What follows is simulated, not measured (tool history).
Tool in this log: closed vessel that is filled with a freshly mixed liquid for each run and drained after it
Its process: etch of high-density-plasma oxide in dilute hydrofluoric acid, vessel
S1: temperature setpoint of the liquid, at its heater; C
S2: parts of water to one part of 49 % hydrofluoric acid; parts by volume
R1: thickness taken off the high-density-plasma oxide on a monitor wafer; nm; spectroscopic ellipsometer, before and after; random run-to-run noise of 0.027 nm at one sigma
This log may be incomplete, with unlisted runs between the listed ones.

run 1 hour=0 | S1=25 S2=210 time_in_the_liquid_(s)=420 | R1=11.568
run 2 hour=8.3 | S1=28 S2=210 time_in_the_liquid_(s)=420 | R1=12.931
run 3 hour=14.4 | S1=24.5 S2=210 time_in_the_liquid_(s)=420 | R1=11.367
run 4 hour=16.6 | S1=26.5 S2=210 time_in_the_liquid_(s)=420 | R1=12.247
run 5 hour=23.7 | S1=24.5 S2=225 time_in_the_liquid_(s)=420 | R1=10.46
run 6 hour=26.9 | S1=24.5 S2=225 time_in_the_liquid_(s)=420 | R1=10.474
run 7 hour=36.5 | S1=22.5 S2=240 time_in_the_liquid_(s)=420 | R1=8.9179
run 8 hour=41.8 | S1=21 S2=250 time_in_the_liquid_(s)=420 | R1=8.1025
run 9 hour=44.6 | S1=20 S2=260 time_in_the_liquid_(s)=420 | R1=7.4936
run 10 hour=45.8 | S1=19.5 S2=270 time_in_the_liquid_(s)=420 | R1=6.9314
run 11 hour=55.2 | S1=19 S2=275 time_in_the_liquid_(s)=420 | R1=6.6998
run 12 hour=57.2 | S1=18.5 S2=280 time_in_the_liquid_(s)=420 | R1=6.3964
run 13 hour=62.9 | S1=18 S2=285 time_in_the_liquid_(s)=420 | R1=6.1429
run 14 hour=69.2 | S1=17.5 S2=290 time_in_the_liquid_(s)=420 | R1=5.872

Expected results for the next run?
run 15 hour=74.6 | S1=17.5 S2=290 time_in_the_liquid_(s)=420 | R1=?

{"run 15": {"R1": 5.8751}}
